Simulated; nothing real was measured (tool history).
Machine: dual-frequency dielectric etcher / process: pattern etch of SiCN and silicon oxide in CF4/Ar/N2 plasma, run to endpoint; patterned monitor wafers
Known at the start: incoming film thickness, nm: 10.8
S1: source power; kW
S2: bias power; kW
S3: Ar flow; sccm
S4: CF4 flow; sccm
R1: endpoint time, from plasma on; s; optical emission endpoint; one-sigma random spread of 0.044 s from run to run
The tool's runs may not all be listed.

run	hour	S1	S2	S3	S4	R1
1	0.0	0.460	0.090	136	79	12.329
2	3.9	0.470	0.090	136	79	12.238
3	9.4	0.480	0.090	136	79	11.989
4	17.5	0.490	0.090	136	79	11.692
5	23.0	0.500	0.090	136	79	11.598
6	25.9	0.500	0.090	136	70	11.849
7	29.2	0.510	0.090	136	70	11.593

Predict the results of run 8:
8	33.8	0.520	0.090	136	70	?

R1: 11.464 s
